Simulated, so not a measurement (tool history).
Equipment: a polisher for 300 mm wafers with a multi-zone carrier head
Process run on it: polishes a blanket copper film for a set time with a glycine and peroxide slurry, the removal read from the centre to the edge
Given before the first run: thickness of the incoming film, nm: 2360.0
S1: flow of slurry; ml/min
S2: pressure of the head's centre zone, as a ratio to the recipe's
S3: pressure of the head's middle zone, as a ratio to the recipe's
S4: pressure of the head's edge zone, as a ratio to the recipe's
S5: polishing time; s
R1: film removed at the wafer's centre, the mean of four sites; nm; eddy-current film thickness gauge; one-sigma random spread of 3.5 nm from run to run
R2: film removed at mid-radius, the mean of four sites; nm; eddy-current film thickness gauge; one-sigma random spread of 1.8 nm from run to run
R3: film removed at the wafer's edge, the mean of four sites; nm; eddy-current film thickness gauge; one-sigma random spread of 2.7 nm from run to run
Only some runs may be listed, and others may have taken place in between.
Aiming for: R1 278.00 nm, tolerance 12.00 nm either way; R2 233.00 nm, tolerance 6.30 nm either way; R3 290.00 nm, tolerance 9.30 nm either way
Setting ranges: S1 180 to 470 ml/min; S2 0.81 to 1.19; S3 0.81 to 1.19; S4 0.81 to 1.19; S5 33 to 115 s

| run | hour | S1 | S2 | S3 | S4 | S5 | R1 | R2 | R3 |
|---|---|---|---|---|---|---|---|---|---|
| 1 | 0.0 | 300 | 1.00 | 1.00 | 1.00 | 73 | 287.59 | 287.07 | 287.54 |
| 2 | 5.0 | 300 | 1.00 | 1.00 | 0.93 | 73 | 286.06 | 284.16 | 279.51 |
| 3 | 12.1 | 300 | 0.92 | 1.00 | 0.93 | 73 | 267.97 | 282.98 | 275.08 |
| 4 | 13.9 | 285 | 0.95 | 0.94 | 0.97 | 73 | 272.60 | 265.81 | 282.99 |
| 5 | 20.8 | 285 | 0.95 | 0.94 | 0.92 | 73 | 273.58 | 262.88 | 277.21 |
| 6 | 27.3 | 285 | 0.95 | 0.94 | 0.92 | 91 | 334.66 | 329.51 | 341.66 |
|  | 30.1 | worn pad replaced by a new one |
| 7 | 30.1 | 285 | 0.95 | 0.94 | 0.92 | 91 | 359.09 | 351.12 | 363.70 |
| 8 | 36.6 | 270 | 0.95 | 0.90 | 0.93 | 86 | 338.02 | 319.60 | 343.09 |
| 9 | 38.3 | 290 | 0.96 | 0.87 | 0.97 | 80 | 312.86 | 290.99 | 323.49 |
| 10 | 38.9 | 255 | 0.97 | 0.85 | 0.99 | 76 | 302.19 | 265.11 | 314.59 |
| 11 | 46.5 | 240 | 0.96 | 0.84 | 0.97 | 75 | 291.40 | 258.63 | 303.43 |
| 12 | 49.8 | 225 | 0.97 | 0.83 | 0.98 | 73 | 291.33 | 246.42 | 294.49 |
| 13 | 50.3 | 215 | 0.96 | 0.82 | 0.99 | 72 | 278.32 | 240.67 | 289.03 |

Pick the move, out of 4, that brings all results within their allowed miss; only one does.
| A | 50.8 | 245 | 0.88 | 0.81 | 0.97 | 74 | ? | ? | ? |
| B | 50.8 | 200 | 0.95 | 0.87 | 0.94 | 72 | ? | ? | ? |
| C | 50.8 | 235 | 0.96 | 0.81 | 1.00 | 70 | ? | ? | ? |
| D | 50.8 | 215 | 0.99 | 0.91 | 0.97 | 69 | ? | ? | ? |

| move | R1 | R2 | R3 |
|---|---|---|---|
| A | 268.26 | 253.09 | 297.70 |
| B | 275.70 | 255.73 | 280.98 |
| C | 275.79 | 238.35 | 284.75 |
| D | 277.85 | 256.25 | 274.56 |
A: the biggest miss grows against the last run
B: the biggest miss grows against the last run
C: in spec on every target
D: the biggest miss grows against the last run
The right move is C.
